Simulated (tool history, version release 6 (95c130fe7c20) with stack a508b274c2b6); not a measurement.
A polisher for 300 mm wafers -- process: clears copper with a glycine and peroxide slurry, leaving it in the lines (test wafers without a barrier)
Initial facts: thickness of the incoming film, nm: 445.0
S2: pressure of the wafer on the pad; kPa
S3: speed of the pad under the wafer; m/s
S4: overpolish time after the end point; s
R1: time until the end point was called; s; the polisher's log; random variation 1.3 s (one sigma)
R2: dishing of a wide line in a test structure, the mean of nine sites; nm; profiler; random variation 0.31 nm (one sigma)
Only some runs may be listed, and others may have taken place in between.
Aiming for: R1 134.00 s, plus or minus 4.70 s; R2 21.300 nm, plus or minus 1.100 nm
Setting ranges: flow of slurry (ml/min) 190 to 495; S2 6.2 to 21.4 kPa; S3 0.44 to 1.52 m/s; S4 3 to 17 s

run 1 hour=0.0 | flow_of_slurry_(ml/min)=320 S2=13.8 S3=0.98 S4=9 | R1=114.51 R2=24.512
run 2 hour=6.4 | flow_of_slurry_(ml/min)=320 S2=13.1 S3=0.98 S4=9 | R1=118.24 R2=23.658
run 3 hour=8.8 | flow_of_slurry_(ml/min)=320 S2=13.1 S3=0.98 S4=6 | R1=119.07 R2=16.061
run 4 hour=14.4 | flow_of_slurry_(ml/min)=395 S2=13.1 S3=0.98 S4=6 | R1=119.99 R2=16.061
run 5 hour=21.8 | flow_of_slurry_(ml/min)=360 S2=13.1 S3=0.98 S4=6 | R1=118.36 R2=15.849
run 6 hour=29.7 | flow_of_slurry_(ml/min)=360 S2=13.1 S3=0.98 S4=4 | R1=118.71 R2=11.054
run 7 hour=34.3 | flow_of_slurry_(ml/min)=360 S2=12.4 S3=0.98 S4=5 | R1=123.25 R2=13.391
run 8 hour=38.9 | flow_of_slurry_(ml/min)=360 S2=11.7 S3=1.00 S4=6 | R1=128.04 R2=14.775
run 9 hour=40.7 | flow_of_slurry_(ml/min)=360 S2=11.7 S3=1.00 S4=7 | R1=128.56 R2=17.533
run 10 hour=48.2 | flow_of_slurry_(ml/min)=360 S2=11.0 S3=1.02 S4=8 | R1=133.90 R2=19.452

Which single option among these 5 for the next run brings every result within its allowed miss of target? Just one does.
run A hour=55.7 | flow_of_slurry_(ml/min)=375 S2=9.7 S3=1.10 S4=8 | R1=? R2=?
run B hour=55.7 | flow_of_slurry_(ml/min)=355 S2=11.0 S3=1.10 S4=7 | R1=? R2=?
run C hour=55.7 | flow_of_slurry_(ml/min)=385 S2=12.4 S3=0.76 S4=7 | R1=? R2=?
run D hour=55.7 | flow_of_slurry_(ml/min)=365 S2=10.3 S3=1.04 S4=8 | R1=? R2=?
run E hour=55.7 | flow_of_slurry_(ml/min)=460 S2=9.7 S3=1.16 S4=9 | R1=? R2=?

move=A R1=136.77 R2=18.429
move=B R1=124.61 R2=17.794
move=C R1=139.54 R2=16.086
move=D R1=134.66 R2=18.736
move=E R1=130.78 R2=21.396
A: further off than the last run
B: further off than the last run
C: further off than the last run
D: further off than the last run
E: each result inside its tolerance
Move E is the one to make.
